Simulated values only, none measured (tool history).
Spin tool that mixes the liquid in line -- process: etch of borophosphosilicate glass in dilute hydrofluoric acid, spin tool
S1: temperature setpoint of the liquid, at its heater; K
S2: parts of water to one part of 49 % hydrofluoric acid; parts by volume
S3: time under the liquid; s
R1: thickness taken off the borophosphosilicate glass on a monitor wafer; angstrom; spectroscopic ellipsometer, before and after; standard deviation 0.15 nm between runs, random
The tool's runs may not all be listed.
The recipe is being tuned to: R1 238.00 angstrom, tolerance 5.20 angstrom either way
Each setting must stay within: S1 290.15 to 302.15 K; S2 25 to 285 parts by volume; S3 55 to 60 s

run    day      S1   S2  S3      R1
  1  0.000  294.15  155  55  169.53
  2  0.321  294.15  155  60  184.50
  3  0.400  294.15  155  55  168.65
  4  0.679  294.15  195  55  127.44
  5  0.700  294.15  195  60  140.96
  6  0.992  293.15  195  60  135.69
  7  1.283  294.15  190  60  145.18
  8  1.342  295.15  185  60  155.04
  9  1.621  296.15  180  60  165.88
 10  1.729  296.65  175  60  173.75
 11  2.004  296.65  175  60  176.29
 12  2.062  297.15  170  60  186.32
 13  2.262  297.65  170  60  188.43

Next run, 4 choices. One meets every target within its allowed miss, the rest don't. Which?
  A  2.462  294.15  125  60   ?
  B  2.462  293.15  125  60   ?
  C  2.462  297.65  175  55   ?
  D  2.462  298.65  155  60   ?

move      R1
   A  236.35
   B  227.03
   C  167.64
   D  219.33
A: meets every target
B: moves toward the targets from the last run without getting all of them in spec
C: moves away from the targets compared with the last run
D: moves toward the targets from the last run without getting all of them in spec
A meets every target.
